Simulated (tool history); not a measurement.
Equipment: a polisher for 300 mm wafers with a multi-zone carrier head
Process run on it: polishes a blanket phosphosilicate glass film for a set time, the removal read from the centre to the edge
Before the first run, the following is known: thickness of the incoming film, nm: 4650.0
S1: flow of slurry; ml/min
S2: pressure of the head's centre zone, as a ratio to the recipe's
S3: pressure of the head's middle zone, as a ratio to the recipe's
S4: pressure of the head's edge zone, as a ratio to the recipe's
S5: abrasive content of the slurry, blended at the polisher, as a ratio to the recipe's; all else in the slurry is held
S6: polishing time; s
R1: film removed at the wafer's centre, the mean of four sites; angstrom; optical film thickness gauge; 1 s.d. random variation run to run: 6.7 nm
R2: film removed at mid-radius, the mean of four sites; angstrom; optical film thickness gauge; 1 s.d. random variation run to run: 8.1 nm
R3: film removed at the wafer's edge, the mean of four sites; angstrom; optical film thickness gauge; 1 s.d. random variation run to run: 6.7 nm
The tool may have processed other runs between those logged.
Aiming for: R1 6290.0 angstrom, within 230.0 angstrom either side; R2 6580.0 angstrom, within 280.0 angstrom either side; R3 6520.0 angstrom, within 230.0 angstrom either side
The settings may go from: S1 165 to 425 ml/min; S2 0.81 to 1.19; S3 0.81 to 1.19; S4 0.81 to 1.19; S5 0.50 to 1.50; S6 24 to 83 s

| run | hour | S1 | S2 | S3 | S4 | S5 | S6 | R1 | R2 | R3 |
|---|---|---|---|---|---|---|---|---|---|---|
| 1 | 0.0 | 275 | 1.00 | 1.00 | 1.00 | 1.00 | 53 | 4523.7 | 4673.1 | 4580.5 |
| 2 | 2.8 | 275 | 1.00 | 0.92 | 1.00 | 1.00 | 53 | 4526.6 | 4397.5 | 4558.8 |
| 3 | 7.2 | 275 | 1.00 | 0.92 | 1.00 | 1.00 | 66 | 5592.9 | 5309.0 | 5642.7 |
| 4 | 14.1 | 275 | 1.00 | 0.84 | 1.00 | 1.00 | 66 | 5600.6 | 4954.2 | 5720.1 |
| 5 | 16.3 | 275 | 1.00 | 0.84 | 1.00 | 0.90 | 66 | 5406.6 | 4860.3 | 5376.0 |
| 6 | 21.2 | 280 | 1.01 | 0.89 | 1.01 | 0.95 | 66 | 5558.7 | 5018.7 | 5525.4 |
| 7 | 26.6 | 290 | 0.95 | 0.99 | 0.94 | 1.20 | 68 | 6023.2 | 6297.0 | 6164.3 |
| 8 | 30.6 | 290 | 0.95 | 0.99 | 0.95 | 1.20 | 68 | 6064.8 | 6282.8 | 6222.3 |
| 9 | 36.8 | 290 | 0.95 | 1.00 | 0.96 | 1.20 | 68 | 6100.7 | 6303.5 | 6338.6 |

Of the 5 settings listed for the next run, only one would bring every result within its allowed miss of target. Which one?
| A | 43.0 | 245 | 0.97 | 0.94 | 1.09 | 1.25 | 68 | ? | ? | ? |
| B | 43.0 | 220 | 0.96 | 1.03 | 0.85 | 1.35 | 64 | ? | ? | ? |
| C | 43.0 | 325 | 0.96 | 1.11 | 0.89 | 1.00 | 73 | ? | ? | ? |
| D | 43.0 | 355 | 1.01 | 0.94 | 0.96 | 1.20 | 65 | ? | ? | ? |
| E | 43.0 | 255 | 0.91 | 0.96 | 0.84 | 1.35 | 70 | ? | ? | ? |

| move | R1 | R2 | R3 |
|---|---|---|---|
| A | 6071.9 | 6117.9 | 6556.2 |
| B | 5791.3 | 6301.0 | 5769.1 |
| C | 5965.6 | 6835.7 | 5973.2 |
| D | 6098.4 | 5891.6 | 5979.0 |
| E | 6081.6 | 6619.6 | 6339.4 |
A: moves away from the targets compared with the last run
B: the worst result of the last run now meets its target, but another is out of spec
C: the worst result of the last run now meets its target, but another is out of spec
D: moves away from the targets compared with the last run
E: in spec on every target
Answer: E
